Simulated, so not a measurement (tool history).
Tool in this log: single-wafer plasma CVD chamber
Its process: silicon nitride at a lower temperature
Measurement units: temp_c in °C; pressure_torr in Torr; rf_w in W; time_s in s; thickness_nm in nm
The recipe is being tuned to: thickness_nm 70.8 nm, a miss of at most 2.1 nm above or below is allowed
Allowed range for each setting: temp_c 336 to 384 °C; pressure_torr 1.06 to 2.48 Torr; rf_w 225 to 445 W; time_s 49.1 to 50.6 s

Run 1, hour 0: temp_c 360 °C, pressure_torr 1.77 Torr, rf_w 335 W, time_s 49.1 s. Result: thickness_nm 59.725 nm.
Run 2, hour 2.1: temp_c 360 °C, pressure_torr 1.77 Torr, rf_w 290 W, time_s 49.1 s. Result: thickness_nm 52.08 nm.
Run 3, hour 4: temp_c 360 °C, pressure_torr 1.77 Torr, rf_w 335 W, time_s 49.1 s. Result: thickness_nm 59.66 nm.
Run 4, hour 12.6: temp_c 360 °C, pressure_torr 1.77 Torr, rf_w 335 W, time_s 49.1 s. Result: thickness_nm 59.161 nm.
Run 5, hour 15.2: temp_c 360 °C, pressure_torr 1.77 Torr, rf_w 335 W, time_s 50.6 s. Result: thickness_nm 61.541 nm.
Run 6, hour 20.3: temp_c 360 °C, pressure_torr 1.77 Torr, rf_w 335 W, time_s 50.6 s. Result: thickness_nm 61.227 nm.
Run 7, hour 27.4: temp_c 360 °C, pressure_torr 1.81 Torr, rf_w 340 W, time_s 50.6 s. Result: thickness_nm 62.206 nm.
Run 8, hour 30: temp_c 360 °C, pressure_torr 1.82 Torr, rf_w 345 W, time_s 50.6 s. Result: thickness_nm 63.058 nm.

Pick the move, out of 5, that brings all results within their allowed miss; only one does.
Run A, hour 32.6: temp_c 371 °C, pressure_torr 1.84 Torr, rf_w 395 W, time_s 50.6 s. Result: thickness_nm ?.
Run B, hour 32.6: temp_c 355 °C, pressure_torr 1.85 Torr, rf_w 300 W, time_s 49.1 s. Result: thickness_nm ?.
Run C, hour 32.6: temp_c 359 °C, pressure_torr 1.8 Torr, rf_w 315 W, time_s 49.1 s. Result: thickness_nm ?.
Run D, hour 32.6: temp_c 374 °C, pressure_torr 2.05 Torr, rf_w 355 W, time_s 50.2 s. Result: thickness_nm ?.
Run E, hour 32.6: temp_c 345 °C, pressure_torr 2.21 Torr, rf_w 300 W, time_s 49.1 s. Result: thickness_nm ?.

move  thickness_nm
   A        70.398
   B        54.149
   C        56.341
   D        65.185
   E        56.105
A: hits every target within its allowed miss
B: misses by more than the last run did
C: misses by more than the last run did
D: gains on the last run, yet a result remains outside its allowed miss
E: misses by more than the last run did
A is the move that brings every result within its allowed miss.

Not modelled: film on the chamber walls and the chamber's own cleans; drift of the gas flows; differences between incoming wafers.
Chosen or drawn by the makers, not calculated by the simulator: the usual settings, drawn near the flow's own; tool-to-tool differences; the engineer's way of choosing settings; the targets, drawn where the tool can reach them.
